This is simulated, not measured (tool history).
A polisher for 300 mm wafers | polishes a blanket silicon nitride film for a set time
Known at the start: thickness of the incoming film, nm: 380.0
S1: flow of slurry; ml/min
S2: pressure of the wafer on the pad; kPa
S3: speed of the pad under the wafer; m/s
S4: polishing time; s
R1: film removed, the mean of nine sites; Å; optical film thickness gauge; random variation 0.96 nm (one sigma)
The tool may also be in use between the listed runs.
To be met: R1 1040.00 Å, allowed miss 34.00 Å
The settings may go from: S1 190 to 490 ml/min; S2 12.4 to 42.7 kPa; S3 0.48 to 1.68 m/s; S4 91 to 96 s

{"run": 1, "hour": 0.0, "S1": 315, "S2": 27.6, "S3": 1.08, "S4": 91, "R1": 1663.8}
{"run": 2, "hour": 9.0, "S1": 315, "S2": 27.6, "S3": 1.08, "S4": 96, "R1": 1735.7}
{"run": 3, "hour": 17.0, "S1": 315, "S2": 22.8, "S3": 1.08, "S4": 96, "R1": 1441.0}
{"run": 4, "hour": 25.0, "S1": 315, "S2": 21.4, "S3": 1.08, "S4": 96, "R1": 1376.8}
{"run": 5, "hour": 28.7, "S1": 395, "S2": 21.4, "S3": 1.08, "S4": 96, "R1": 1391.2}
{"run": 6, "hour": 30.7, "S1": 395, "S2": 20.7, "S3": 1.08, "S4": 96, "R1": 1354.3}
{"run": 7, "hour": 33.7, "S1": 395, "S2": 20.0, "S3": 1.08, "S4": 96, "R1": 1298.7}
{"run": 8, "hour": 38.8, "S1": 395, "S2": 13.1, "S3": 1.06, "S4": 96, "R1": 863.33}
{"run": 9, "hour": 45.7, "S1": 395, "S2": 13.8, "S3": 1.06, "S4": 96, "R1": 896.98}
{"run": 10, "hour": 53.2, "S1": 395, "S2": 13.8, "S3": 1.06, "S4": 96, "R1": 896.51}
{"run": 11, "hour": 57.8, "S1": 395, "S2": 14.5, "S3": 1.06, "S4": 96, "R1": 935.09}

5 next moves are on the table. One of them brings every result within its allowed miss. Which?
{"run": "A", "hour": 62.4, "S1": 420, "S2": 21.4, "S3": 0.82, "S4": 96, "R1": "?"}
{"run": "B", "hour": 62.4, "S1": 370, "S2": 17.9, "S3": 1.02, "S4": 96, "R1": "?"}
{"run": "C", "hour": 62.4, "S1": 395, "S2": 14.5, "S3": 1.1, "S4": 96, "R1": "?"}
{"run": "D", "hour": 62.4, "S1": 485, "S2": 15.2, "S3": 1.08, "S4": 91, "R1": "?"}
{"run": "E", "hour": 62.4, "S1": 460, "S2": 14.5, "S3": 1.2, "S4": 95, "R1": "?"}

move=A R1=1119.50
move=B R1=1116.00
move=C R1=972.63
move=D R1=962.01
move=E R1=1042.30
A: takes the result that was furthest off past its target
B: takes the result that was furthest off past its target
C: nearer than the last run, and not there yet
D: nearer than the last run, and not there yet
E: meets every target
The right move is E.
